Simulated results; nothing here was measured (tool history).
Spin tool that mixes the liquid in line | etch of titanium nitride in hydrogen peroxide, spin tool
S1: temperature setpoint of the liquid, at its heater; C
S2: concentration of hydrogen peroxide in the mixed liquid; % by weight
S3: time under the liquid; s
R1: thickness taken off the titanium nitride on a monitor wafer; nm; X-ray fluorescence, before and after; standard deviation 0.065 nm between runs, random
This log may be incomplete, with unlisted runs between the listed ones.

run,day,S1,S2,S3,R1
1,0.000,48.0,19.5,305,6.5873
2,0.117,48.0,19.5,305,6.5795
3,0.158,49.5,19.5,305,7.3730
4,0.217,49.5,19.5,325,7.8824
5,0.425,50.5,19.5,325,8.4478
6,0.721,51.5,19.5,325,9.0038
7,1.067,52.5,19.5,325,9.7571

For run 8, what comes out?
8,1.362,53.0,19.5,325,?

Run 8 produced R1 10.0800 nm.
